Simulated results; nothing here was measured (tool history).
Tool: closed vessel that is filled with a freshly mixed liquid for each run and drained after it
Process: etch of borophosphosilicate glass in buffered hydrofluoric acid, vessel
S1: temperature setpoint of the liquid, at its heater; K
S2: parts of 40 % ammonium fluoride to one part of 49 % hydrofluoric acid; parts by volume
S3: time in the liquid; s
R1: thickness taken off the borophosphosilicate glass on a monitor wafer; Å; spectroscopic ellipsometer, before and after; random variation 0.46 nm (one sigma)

{"run": 1, "hour": 0.0, "S1": 294.15, "S2": 22.5, "S3": 105, "R1": 786.84}
{"run": 2, "hour": 8.2, "S1": 292.65, "S2": 24.5, "S3": 105, "R1": 675.01}
{"run": 3, "hour": 9.7, "S1": 292.65, "S2": 28.5, "S3": 105, "R1": 603.21}
{"run": 4, "hour": 18.1, "S1": 292.65, "S2": 28.5, "S3": 115, "R1": 661.96}
{"run": 5, "hour": 18.8, "S1": 296.15, "S2": 28.5, "S3": 115, "R1": 818.22}
{"run": 6, "hour": 26.3, "S1": 296.15, "S2": 28.5, "S3": 115, "R1": 821.42}
{"run": 7, "hour": 35.2, "S1": 294.15, "S2": 29.0, "S3": 110, "R1": 686.25}
{"run": 8, "hour": 38.3, "S1": 294.15, "S2": 29.0, "S3": 110, "R1": 691.98}
{"run": 9, "hour": 46.6, "S1": 292.65, "S2": 29.5, "S3": 110, "R1": 620.85}

Run 10 comes next. What will it give?
{"run": 10, "hour": 50.3, "S1": 291.65, "S2": 29.5, "S3": 110, "R1": "?"}

{"run 10": {"R1": 597.93}}
